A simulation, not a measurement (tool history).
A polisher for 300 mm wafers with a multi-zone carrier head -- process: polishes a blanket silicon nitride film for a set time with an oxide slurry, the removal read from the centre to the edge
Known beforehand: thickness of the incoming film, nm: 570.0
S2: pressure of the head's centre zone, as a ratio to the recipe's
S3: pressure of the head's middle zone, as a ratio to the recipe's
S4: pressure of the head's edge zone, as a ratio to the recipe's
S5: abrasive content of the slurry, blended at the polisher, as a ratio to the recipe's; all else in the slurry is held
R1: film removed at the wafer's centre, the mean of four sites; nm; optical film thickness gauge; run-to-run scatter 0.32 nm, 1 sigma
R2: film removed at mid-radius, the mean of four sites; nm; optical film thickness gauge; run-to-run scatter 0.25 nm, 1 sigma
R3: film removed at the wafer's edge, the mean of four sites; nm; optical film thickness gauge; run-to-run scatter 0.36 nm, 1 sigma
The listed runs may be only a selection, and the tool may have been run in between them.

run 1 hour=0.0 | flow_of_slurry_(ml/min)=235 S2=1.00 S3=1.00 S4=1.00 S5=1.00 polishing_time_(s)=49 | R1=30.668 R2=30.369 R3=29.530
run 2 hour=1.7 | flow_of_slurry_(ml/min)=180 S2=1.00 S3=1.00 S4=1.00 S5=1.00 polishing_time_(s)=49 | R1=28.863 R2=28.843 R3=28.639
run 3 hour=5.9 | flow_of_slurry_(ml/min)=215 S2=0.99 S3=1.05 S4=1.05 S5=1.05 polishing_time_(s)=49 | R1=29.786 R2=31.763 R3=30.807
run 4 hour=6.9 | flow_of_slurry_(ml/min)=250 S2=1.00 S3=1.09 S4=1.09 S5=1.10 polishing_time_(s)=49 | R1=31.140 R2=33.955 R3=31.866
run 5 hour=10.9 | flow_of_slurry_(ml/min)=265 S2=1.00 S3=1.11 S4=1.11 S5=1.20 polishing_time_(s)=49 | R1=32.413 R2=35.672 R3=33.540
run 6 hour=12.6 | flow_of_slurry_(ml/min)=265 S2=1.00 S3=1.11 S4=1.11 S5=1.20 polishing_time_(s)=40 | R1=26.215 R2=28.885 R3=27.216
run 7 hour=14.5 | flow_of_slurry_(ml/min)=270 S2=1.00 S3=1.13 S4=1.12 S5=1.30 polishing_time_(s)=42 | R1=28.677 R2=31.900 R3=29.033
run 8 hour=15.8 | flow_of_slurry_(ml/min)=280 S2=0.99 S3=1.14 S4=1.14 S5=1.35 polishing_time_(s)=44 | R1=29.778 R2=34.012 R3=31.532

Run 9 is up next; what results do you expect?
run 9 hour=23.8 | flow_of_slurry_(ml/min)=285 S2=0.99 S3=1.16 S4=1.15 S5=1.40 polishing_time_(s)=45 | R1=? R2=? R3=?

Run 9 produced R1 31.743 nm, R2 35.777 nm, R3 33.021 nm.

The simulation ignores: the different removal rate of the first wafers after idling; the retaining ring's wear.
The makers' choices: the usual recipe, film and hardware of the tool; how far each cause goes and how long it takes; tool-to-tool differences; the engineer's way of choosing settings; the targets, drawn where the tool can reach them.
